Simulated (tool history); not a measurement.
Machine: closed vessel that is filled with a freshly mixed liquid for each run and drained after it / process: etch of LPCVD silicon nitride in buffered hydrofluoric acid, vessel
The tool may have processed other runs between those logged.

run,hour,temperature setpoint of the liquid (°C),parts of 40 % ammonium fluoride to one part of 49 % hydrofluoric acid (parts by volume),time in the liquid (s),thickness taken off the LPCVD silicon nitride on a monitor wafer (angstrom)
1,0,22,8.5,190,28.77
2,8.1,22,6,190,41.155
3,17.1,22.5,6,190,42.464
4,25.7,22.5,6,100,21.903
5,30.3,22,6,110,23.792
6,33.3,23,6,110,25.15
7,36.2,22.5,6,120,26.734
8,37.4,23.5,6,130,30.521

For run 9, what comes out?
9,38.1,23.5,6,130,?

thickness taken off the LPCVD silicon nitride on a monitor wafer (angstrom): 30.676
